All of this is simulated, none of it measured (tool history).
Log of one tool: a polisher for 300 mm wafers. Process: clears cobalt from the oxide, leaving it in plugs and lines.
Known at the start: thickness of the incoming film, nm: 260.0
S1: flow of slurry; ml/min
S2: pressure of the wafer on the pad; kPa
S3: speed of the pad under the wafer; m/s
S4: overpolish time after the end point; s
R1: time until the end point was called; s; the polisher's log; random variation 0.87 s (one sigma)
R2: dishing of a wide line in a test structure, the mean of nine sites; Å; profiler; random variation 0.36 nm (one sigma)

| run | hour | S1 | S2 | S3 | S4 | R1 | R2 |
|---|---|---|---|---|---|---|---|
| 1 | 0.0 | 290 | 9.0 | 1.28 | 28 | 78.816 | 438.88 |
| 2 | 8.5 | 290 | 9.0 | 1.28 | 17 | 78.604 | 347.57 |
| 3 | 13.4 | 290 | 7.6 | 1.28 | 17 | 93.765 | 320.98 |
| 4 | 14.4 | 290 | 7.6 | 1.28 | 18 | 94.041 | 327.57 |
| 5 | 22.7 | 230 | 7.6 | 1.28 | 18 | 95.516 | 323.10 |
| 6 | 25.6 | 175 | 7.6 | 1.28 | 18 | 99.325 | 318.27 |
| 7 | 32.9 | 185 | 7.6 | 1.28 | 19 | 98.681 | 324.14 |
| 8 | 37.1 | 190 | 7.6 | 1.28 | 19 | 96.668 | 329.52 |
| 9 | 44.2 | 210 | 7.6 | 1.28 | 23 | 97.482 | 375.46 |
| 10 | 46.8 | 215 | 7.6 | 1.28 | 22 | 96.979 | 352.40 |

Run 11 comes next. What will it give?
| 11 | 51.4 | 220 | 7.6 | 1.28 | 22 | ? | ? |

{"run 11": {"R1": 95.894, "R2": 359.89}}
